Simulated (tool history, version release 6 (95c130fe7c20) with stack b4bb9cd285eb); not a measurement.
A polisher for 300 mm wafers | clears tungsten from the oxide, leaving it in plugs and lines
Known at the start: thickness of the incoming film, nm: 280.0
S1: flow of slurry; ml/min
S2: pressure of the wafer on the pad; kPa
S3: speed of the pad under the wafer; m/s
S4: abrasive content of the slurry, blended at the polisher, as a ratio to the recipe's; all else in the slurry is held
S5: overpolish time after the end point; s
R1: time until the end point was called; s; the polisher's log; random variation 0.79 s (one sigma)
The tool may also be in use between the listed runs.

{"run": 1, "hour": 0.0, "S1": 270, "S2": 25.5, "S3": 1.02, "S4": 1, "S5": 30, "R1": 51.02}
{"run": 2, "hour": 6.4, "S1": 270, "S2": 26.9, "S3": 1.02, "S4": 1, "S5": 30, "R1": 51.151}
{"run": 3, "hour": 8.9, "S1": 330, "S2": 26.9, "S3": 1.02, "S4": 1, "S5": 30, "R1": 47.672}
{"run": 4, "hour": 15.8, "S1": 330, "S2": 26.9, "S3": 1.02, "S4": 1, "S5": 32, "R1": 50.042}
{"run": 5, "hour": 16.5, "S1": 330, "S2": 28.3, "S3": 1.02, "S4": 1, "S5": 32, "R1": 47.706}
{"run": 6, "hour": 19.6, "S1": 330, "S2": 28.3, "S3": 1.02, "S4": 1, "S5": 30, "R1": 47.067}
{"run": 7, "hour": 28.5, "S1": 330, "S2": 29, "S3": 1.02, "S4": 1, "S5": 30, "R1": 45.798}

Forecast run 8:
{"run": 8, "hour": 34.5, "S1": 330, "S2": 29.6, "S3": 1.02, "S4": 1, "S5": 30, "R1": "?"}

R1: 44.639 s

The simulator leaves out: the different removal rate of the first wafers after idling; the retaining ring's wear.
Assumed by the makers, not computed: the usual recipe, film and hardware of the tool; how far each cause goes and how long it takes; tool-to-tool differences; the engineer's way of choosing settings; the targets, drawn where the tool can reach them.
